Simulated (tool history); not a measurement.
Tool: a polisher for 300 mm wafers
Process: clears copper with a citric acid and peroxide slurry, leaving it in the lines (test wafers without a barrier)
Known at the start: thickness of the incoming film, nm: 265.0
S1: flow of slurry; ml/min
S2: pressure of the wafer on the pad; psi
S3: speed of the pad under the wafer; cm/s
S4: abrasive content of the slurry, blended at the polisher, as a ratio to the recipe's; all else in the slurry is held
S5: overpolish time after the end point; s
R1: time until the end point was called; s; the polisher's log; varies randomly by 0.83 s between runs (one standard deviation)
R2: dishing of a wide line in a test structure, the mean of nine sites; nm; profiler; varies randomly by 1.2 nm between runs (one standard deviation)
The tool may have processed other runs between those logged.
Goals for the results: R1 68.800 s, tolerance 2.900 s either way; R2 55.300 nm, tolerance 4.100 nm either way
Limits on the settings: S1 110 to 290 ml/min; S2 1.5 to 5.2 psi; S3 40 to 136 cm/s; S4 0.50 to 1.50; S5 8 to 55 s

{"run": 1, "hour": 0.0, "S1": 185, "S2": 3.3, "S3": 88, "S4": 1.0, "S5": 28, "R1": 104.7, "R2": 35.687}
{"run": 2, "hour": 1.8, "S1": 185, "S2": 3.8, "S3": 88, "S4": 1.0, "S5": 30, "R1": 90.934, "R2": 40.493}
{"run": 3, "hour": 9.3, "S1": 185, "S2": 3.8, "S3": 80, "S4": 1.0, "S5": 30, "R1": 101.45, "R2": 38.355}
{"run": 4, "hour": 12.8, "S1": 185, "S2": 3.8, "S3": 60, "S4": 1.0, "S5": 30, "R1": 133.38, "R2": 32.759}
{"run": 5, "hour": 18.6, "S1": 185, "S2": 3.8, "S3": 50, "S4": 1.0, "S5": 30, "R1": 158.95, "R2": 29.176}
{"run": 6, "hour": 20.7, "S1": 185, "S2": 3.8, "S3": 66, "S4": 1.0, "S5": 30, "R1": 122.39, "R2": 34.412}
{"run": 7, "hour": 25.1, "S1": 190, "S2": 4.3, "S3": 70, "S4": 1.0, "S5": 32, "R1": 100.3, "R2": 40.548}
{"run": 8, "hour": 27.7, "S1": 195, "S2": 4.6, "S3": 72, "S4": 1.0, "S5": 33, "R1": 91.565, "R2": 44.351}
{"run": 9, "hour": 29.4, "S1": 195, "S2": 4.8, "S3": 76, "S4": 1.0, "S5": 34, "R1": 83.25, "R2": 46.355}
{"run": 10, "hour": 31.0, "S1": 195, "S2": 4.9, "S3": 78, "S4": 1.0, "S5": 35, "R1": 79.731, "R2": 47.791}
{"run": 11, "hour": 33.5, "S1": 200, "S2": 5.0, "S3": 80, "S4": 1.0, "S5": 36, "R1": 76.596, "R2": 52.696}

4 next moves are on the table. One of them brings every result within its allowed miss. Which?
{"run": "A", "hour": 36.0, "S1": 220, "S2": 5.1, "S3": 100, "S4": 0.75, "S5": 27, "R1": "?", "R2": "?"}
{"run": "B", "hour": 36.0, "S1": 205, "S2": 5.2, "S3": 84, "S4": 1.05, "S5": 39, "R1": "?", "R2": "?"}
{"run": "C", "hour": 36.0, "S1": 165, "S2": 5.2, "S3": 84, "S4": 1.1, "S5": 26, "R1": "?", "R2": "?"}
{"run": "D", "hour": 36.0, "S1": 235, "S2": 5.2, "S3": 84, "S4": 0.9, "S5": 27, "R1": "?", "R2": "?"}

move=A R1=63.914 R2=47.394
move=B R1=69.308 R2=53.915
move=C R1=70.847 R2=44.133
move=D R1=70.666 R2=45.108
A: moves the result that the last run missed by most past its target, out the other side
B: all results land within tolerance of their targets
C: puts the biggest miss on target and leaves a different result outside tolerance
D: puts the biggest miss on target and leaves a different result outside tolerance
Correct choice: B, which meets every target
